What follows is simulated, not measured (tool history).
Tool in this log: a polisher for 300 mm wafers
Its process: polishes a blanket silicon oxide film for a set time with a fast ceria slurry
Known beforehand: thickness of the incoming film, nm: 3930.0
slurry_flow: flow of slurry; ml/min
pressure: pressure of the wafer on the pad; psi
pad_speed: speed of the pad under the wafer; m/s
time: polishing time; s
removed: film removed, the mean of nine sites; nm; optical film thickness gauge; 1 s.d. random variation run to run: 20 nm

run 1 hour=0.0 | slurry_flow=275 pressure=3.5 pad_speed=1.22 time=54 | removed=1312.20
run 2 hour=8.7 | slurry_flow=275 pressure=3.5 pad_speed=1.00 time=54 | removed=1110.20
run 3 hour=13.1 | slurry_flow=275 pressure=2.8 pad_speed=1.00 time=54 | removed=888.03
run 4 hour=14.2 | slurry_flow=275 pressure=3.5 pad_speed=1.02 time=54 | removed=1145.30
run 5 hour=22.2 | slurry_flow=275 pressure=4.0 pad_speed=1.02 time=54 | removed=1307.00
run 6 hour=28.2 | slurry_flow=275 pressure=4.0 pad_speed=0.74 time=54 | removed=973.39
run 7 hour=30.2 | slurry_flow=275 pressure=4.0 pad_speed=0.74 time=54 | removed=985.81
run 8 hour=31.5 | slurry_flow=275 pressure=4.4 pad_speed=0.84 time=54 | removed=1201.10
run 9 hour=39.1 | slurry_flow=275 pressure=4.7 pad_speed=0.92 time=54 | removed=1385.30
run 10 hour=41.6 | slurry_flow=275 pressure=4.9 pad_speed=1.00 time=54 | removed=1539.80
run 11 hour=49.2 | slurry_flow=275 pressure=5.0 pad_speed=1.06 time=54 | removed=1658.80

The next listed run, before its measurement:
run 12 hour=51.3 | slurry_flow=275 pressure=5.1 pad_speed=1.12 time=54 | removed=?

For run 12 the tool returned removed 1757.40 nm.
